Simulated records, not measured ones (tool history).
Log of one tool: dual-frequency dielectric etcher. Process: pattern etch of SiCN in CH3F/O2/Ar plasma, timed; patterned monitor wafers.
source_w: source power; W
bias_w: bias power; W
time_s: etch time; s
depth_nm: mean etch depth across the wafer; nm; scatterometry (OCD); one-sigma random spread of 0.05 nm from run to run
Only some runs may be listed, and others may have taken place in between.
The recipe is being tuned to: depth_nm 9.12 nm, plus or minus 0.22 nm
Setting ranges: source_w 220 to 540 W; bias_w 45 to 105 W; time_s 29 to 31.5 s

run,hour,source_w,bias_w,time_s,depth_nm
1,0,380,75,31.5,10.795
2,2,380,85,31.5,11.303
3,6.1,350,81,31.5,10.962
4,7,340,75,31,10.367
5,9.9,320,72,31,9.97
6,14.7,300,71,31,9.6669
7,20.8,290,70,31,9.5748
8,23.3,280,69,31,9.3333

Which single option among these 5 for the next run brings every result within its allowed miss of target? Just one does.
A,25.8,320,67,29,?
B,25.8,340,65,30.5,?
C,25.8,330,69,30.5,?
D,25.8,280,72,31,?
E,25.8,290,68,31.5,?

move,depth_nm
A,9.0045
B,9.5377
C,9.6669
D,9.5079
E,9.5495
A: every result lands within tolerance
B: further off than the last run
C: further off than the last run
D: further off than the last run
E: further off than the last run
Answer: A
